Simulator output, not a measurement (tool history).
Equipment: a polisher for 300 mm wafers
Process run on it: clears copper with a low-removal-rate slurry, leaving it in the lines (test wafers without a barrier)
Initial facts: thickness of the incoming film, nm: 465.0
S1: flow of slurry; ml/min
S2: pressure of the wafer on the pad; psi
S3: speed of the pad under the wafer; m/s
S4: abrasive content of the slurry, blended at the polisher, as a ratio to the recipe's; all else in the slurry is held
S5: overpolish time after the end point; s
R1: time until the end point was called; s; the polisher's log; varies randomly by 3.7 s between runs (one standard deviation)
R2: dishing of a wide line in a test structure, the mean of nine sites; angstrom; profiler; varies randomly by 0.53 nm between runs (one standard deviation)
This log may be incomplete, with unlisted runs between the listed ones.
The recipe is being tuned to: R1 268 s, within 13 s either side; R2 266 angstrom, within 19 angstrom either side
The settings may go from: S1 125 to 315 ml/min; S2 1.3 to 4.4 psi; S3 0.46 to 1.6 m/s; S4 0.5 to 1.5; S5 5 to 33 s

Run 1, hour 0: S1 205 ml/min, S2 2.8 psi, S3 1.02 m/s, S4 1, S5 17 s. Result: R1 170.87 s, R2 303.74 angstrom.
Run 2, hour 2.5: S1 205 ml/min, S2 2.4 psi, S3 1 m/s, S4 1, S5 19 s. Result: R1 192.08 s, R2 295 angstrom.
Run 3, hour 5.2: S1 205 ml/min, S2 2.4 psi, S3 1 m/s, S4 1, S5 14 s. Result: R1 194.8 s, R2 234.73 angstrom.
Run 4, hour 10.2: S1 205 ml/min, S2 3.1 psi, S3 1 m/s, S4 1, S5 14 s. Result: R1 161.94 s, R2 267.64 angstrom.
Run 5, hour 14.8: S1 205 ml/min, S2 2.5 psi, S3 0.98 m/s, S4 1, S5 17 s. Result: R1 191.5 s, R2 272.93 angstrom.
At hour 22.7: slurry blender recalibrated.
Run 6, hour 22.7: S1 205 ml/min, S2 2.1 psi, S3 0.96 m/s, S4 1, S5 19 s. Result: R1 200.68 s, R2 288.94 angstrom.
Run 7, hour 28.7: S1 200 ml/min, S2 1.3 psi, S3 0.74 m/s, S4 0.95, S5 23 s. Result: R1 325.47 s, R2 223.95 angstrom.
Run 8, hour 35.9: S1 200 ml/min, S2 1.5 psi, S3 0.74 m/s, S4 0.95, S5 23 s. Result: R1 295.76 s, R2 239.87 angstrom.
Run 9, hour 37.4: S1 200 ml/min, S2 1.5 psi, S3 0.74 m/s, S4 0.95, S5 23 s. Result: R1 296.91 s, R2 235.81 angstrom.
Run 10, hour 38.7: S1 200 ml/min, S2 1.6 psi, S3 0.74 m/s, S4 0.95, S5 23 s. Result: R1 288.36 s, R2 250.02 angstrom.

Of the 5 settings listed for the next run, only one would bring every result within its allowed miss of target. Which one?
Run A, hour 40: S1 165 ml/min, S2 1.8 psi, S3 0.72 m/s, S4 0.85, S5 25 s. Result: R1 ?, R2 ?.
Run B, hour 40: S1 175 ml/min, S2 2 psi, S3 0.64 m/s, S4 0.85, S5 32 s. Result: R1 ?, R2 ?.
Run C, hour 40: S1 240 ml/min, S2 1.7 psi, S3 0.78 m/s, S4 0.8, S5 23 s. Result: R1 ?, R2 ?.
Run D, hour 40: S1 240 ml/min, S2 1.4 psi, S3 0.74 m/s, S4 0.85, S5 24 s. Result: R1 ?, R2 ?.
Run E, hour 40: S1 180 ml/min, S2 1.8 psi, S3 0.8 m/s, S4 0.5, S5 30 s. Result: R1 ?, R2 ?.

move      R1      R2
   A   285.4  263.45
   B  289.73  319.53
   C  265.72  260.47
   D  300.97     242
   E  288.59  303.37
A: moves toward the targets from the last run without getting all of them in spec
B: the biggest miss grows against the last run
C: in spec on every target
D: the biggest miss grows against the last run
E: the biggest miss grows against the last run
Go with C: it meets all targets.
